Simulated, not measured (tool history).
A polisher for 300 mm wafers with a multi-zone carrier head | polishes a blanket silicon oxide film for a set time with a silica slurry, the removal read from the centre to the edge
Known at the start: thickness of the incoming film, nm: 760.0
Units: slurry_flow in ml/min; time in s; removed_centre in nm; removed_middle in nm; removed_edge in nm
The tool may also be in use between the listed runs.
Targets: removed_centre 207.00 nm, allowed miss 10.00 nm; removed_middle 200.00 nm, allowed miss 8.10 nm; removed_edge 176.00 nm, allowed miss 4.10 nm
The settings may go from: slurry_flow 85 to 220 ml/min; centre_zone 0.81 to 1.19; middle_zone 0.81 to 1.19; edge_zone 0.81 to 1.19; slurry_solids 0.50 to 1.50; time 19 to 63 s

| run | hour | slurry_flow | centre_zone | middle_zone | edge_zone | slurry_solids | time | removed_centre | removed_middle | removed_edge |
|---|---|---|---|---|---|---|---|---|---|---|
| 1 | 0.0 | 140 | 1.00 | 1.00 | 1.00 | 1.00 | 41 | 118.27 | 124.74 | 127.46 |
| 2 | 3.6 | 140 | 1.06 | 1.00 | 1.00 | 1.00 | 41 | 128.08 | 129.35 | 125.51 |
| 3 | 9.8 | 140 | 1.06 | 1.04 | 1.00 | 1.00 | 41 | 128.75 | 130.44 | 126.18 |
| 4 | 12.3 | 150 | 1.07 | 1.06 | 1.01 | 1.05 | 41 | 136.57 | 139.60 | 130.07 |
| 5 | 13.0 | 150 | 1.07 | 1.06 | 1.01 | 1.05 | 37 | 120.38 | 124.44 | 117.12 |
| 6 | 19.1 | 150 | 1.07 | 1.06 | 1.01 | 0.95 | 37 | 118.36 | 117.04 | 112.70 |
| 7 | 26.4 | 160 | 1.09 | 1.05 | 1.03 | 1.05 | 38 | 128.90 | 127.81 | 124.32 |
| 8 | 32.3 | 165 | 1.10 | 1.05 | 1.03 | 1.10 | 39 | 139.98 | 134.41 | 131.05 |
| 9 | 34.2 | 170 | 1.11 | 1.07 | 1.03 | 1.15 | 39 | 144.56 | 142.49 | 132.08 |
| 10 | 42.4 | 175 | 1.12 | 1.08 | 1.04 | 1.20 | 39 | 147.51 | 144.23 | 136.98 |
| 11 | 47.0 | 180 | 1.13 | 1.09 | 1.04 | 1.25 | 40 | 157.40 | 154.01 | 142.54 |
| 12 | 50.9 | 185 | 1.14 | 1.10 | 1.05 | 1.30 | 40 | 167.90 | 155.46 | 147.85 |
| 13 | 51.9 | 190 | 1.14 | 1.11 | 1.05 | 1.35 | 41 | 164.03 | 163.34 | 153.73 |
| 14 | 53.8 | 195 | 1.15 | 1.11 | 1.03 | 1.35 | 42 | 175.08 | 172.79 | 156.72 |
| 15 | 57.1 | 200 | 1.16 | 1.11 | 1.03 | 1.35 | 42 | 179.10 | 170.45 | 157.24 |
| 16 | 59.5 | 200 | 1.16 | 1.12 | 1.03 | 1.35 | 42 | 178.07 | 174.97 | 156.06 |
| 17 | 62.4 | 205 | 1.16 | 1.12 | 1.03 | 1.35 | 42 | 180.08 | 172.35 | 157.42 |
| 18 | 68.2 | 205 | 1.16 | 1.13 | 1.03 | 1.35 | 42 | 177.15 | 174.17 | 156.79 |
| 19 | 72.7 | 210 | 1.18 | 1.13 | 1.02 | 1.45 | 44 | 200.99 | 187.81 | 166.25 |
| 20 | 81.3 | 210 | 1.18 | 1.14 | 1.02 | 1.45 | 44 | 200.18 | 188.34 | 168.77 |
| 21 | 82.9 | 210 | 1.18 | 1.15 | 1.02 | 1.45 | 44 | 200.29 | 194.16 | 168.54 |

5 next moves are on the table. One of them brings every result within its allowed miss. Which?
| A | 84.5 | 200 | 1.17 | 1.17 | 0.88 | 1.40 | 46 | ? | ? | ? |
| B | 84.5 | 210 | 1.14 | 1.19 | 0.99 | 1.35 | 44 | ? | ? | ? |
| C | 84.5 | 195 | 1.18 | 1.14 | 0.99 | 1.45 | 47 | ? | ? | ? |
| D | 84.5 | 200 | 1.17 | 1.13 | 1.17 | 1.20 | 46 | ? | ? | ? |
| E | 84.5 | 205 | 1.17 | 1.19 | 0.96 | 1.40 | 44 | ? | ? | ? |

| move | removed_centre | removed_middle | removed_edge |
|---|---|---|---|
| A | 199.37 | 200.22 | 158.93 |
| B | 184.69 | 193.02 | 159.19 |
| C | 207.25 | 201.87 | 173.41 |
| D | 187.38 | 182.60 | 171.73 |
| E | 191.51 | 195.04 | 158.67 |
A: further off than the last run
B: further off than the last run
C: meets every target
D: further off than the last run
E: further off than the last run
Move C is the one to make.
